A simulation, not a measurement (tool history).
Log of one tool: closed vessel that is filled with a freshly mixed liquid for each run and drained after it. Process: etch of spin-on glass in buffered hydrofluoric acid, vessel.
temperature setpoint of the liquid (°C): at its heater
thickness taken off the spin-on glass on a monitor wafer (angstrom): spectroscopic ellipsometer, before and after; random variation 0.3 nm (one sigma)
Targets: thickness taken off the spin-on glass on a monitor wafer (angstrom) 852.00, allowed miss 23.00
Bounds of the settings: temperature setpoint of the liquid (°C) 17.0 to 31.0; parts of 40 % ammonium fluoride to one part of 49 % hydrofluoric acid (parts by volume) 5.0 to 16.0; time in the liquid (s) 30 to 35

| run | hour | temperature setpoint of the liquid (°C) | parts of 40 % ammonium fluoride to one part of 49 % hydrofluoric acid (parts by volume) | time in the liquid (s) | thickness taken off the spin-on glass on a monitor wafer (angstrom) |
|---|---|---|---|---|---|
| 1 | 0.0 | 23.0 | 9.5 | 35 | 1229.20 |
| 2 | 9.0 | 26.5 | 9.5 | 35 | 1484.00 |
| 3 | 13.6 | 28.5 | 9.5 | 35 | 1645.80 |
| 4 | 19.2 | 28.5 | 9.5 | 30 | 1423.80 |
| 5 | 24.0 | 28.5 | 11.0 | 30 | 1254.00 |
| 6 | 27.9 | 27.5 | 11.0 | 30 | 1180.60 |
| 7 | 29.7 | 26.5 | 11.0 | 30 | 1130.20 |
| 8 | 31.3 | 22.5 | 11.0 | 30 | 908.96 |
| 9 | 35.3 | 22.0 | 11.0 | 30 | 883.19 |

4 next moves are on the table. One of them brings every result within its allowed miss. Which?
| A | 39.3 | 24.5 | 12.0 | 30 | ? |
| B | 39.3 | 22.0 | 10.5 | 30 | ? |
| C | 39.3 | 19.5 | 11.5 | 35 | ? |
| D | 39.3 | 21.5 | 10.5 | 30 | ? |

| move | thickness taken off the spin-on glass on a monitor wafer (angstrom) |
|---|---|
| A | 931.81 |
| B | 925.53 |
| C | 859.59 |
| D | 900.27 |
A: further off than the last run
B: further off than the last run
C: meets every target
D: further off than the last run
Move C is the one to make.

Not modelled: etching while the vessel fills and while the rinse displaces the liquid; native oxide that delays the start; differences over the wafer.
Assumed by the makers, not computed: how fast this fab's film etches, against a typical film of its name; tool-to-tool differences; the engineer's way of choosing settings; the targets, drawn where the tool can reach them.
